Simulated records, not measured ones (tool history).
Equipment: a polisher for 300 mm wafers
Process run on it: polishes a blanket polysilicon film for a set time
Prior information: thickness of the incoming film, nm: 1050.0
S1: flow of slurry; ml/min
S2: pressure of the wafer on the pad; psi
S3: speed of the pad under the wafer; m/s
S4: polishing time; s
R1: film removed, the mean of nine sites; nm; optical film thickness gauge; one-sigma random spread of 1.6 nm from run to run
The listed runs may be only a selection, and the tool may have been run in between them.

{"run": 1, "day": 0.0, "S1": 280, "S2": 2.3, "S3": 1.26, "S4": 30, "R1": 214.87}
{"run": 2, "day": 0.096, "S1": 280, "S2": 2.3, "S3": 0.96, "S4": 30, "R1": 165.02}
{"run": 3, "day": 0.362, "S1": 280, "S2": 2.1, "S3": 0.96, "S4": 30, "R1": 153.57}
{"run": 4, "day": 0.475, "S1": 280, "S2": 2, "S3": 0.96, "S4": 30, "R1": 151.06}
{"run": 5, "day": 0.646, "S1": 280, "S2": 1.9, "S3": 0.96, "S4": 30, "R1": 146.03}
{"run": 6, "day": 0.979, "S1": 280, "S2": 1.9, "S3": 0.66, "S4": 30, "R1": 103.4}
{"run": 7, "day": 1.283, "S1": 280, "S2": 2.1, "S3": 0.66, "S4": 30, "R1": 111.56}
{"run": 8, "day": 1.325, "S1": 280, "S2": 2.2, "S3": 0.66, "S4": 30, "R1": 118.04}
{"run": 9, "day": 1.379, "S1": 280, "S2": 2.3, "S3": 0.66, "S4": 30, "R1": 123.57}

Run 10, settings as shown, results not yet in. Your forecast:
{"run": 10, "day": 1.646, "S1": 280, "S2": 2.3, "S3": 0.66, "S4": 30, "R1": "?"}

Run 10 yielded R1 121.94 nm.
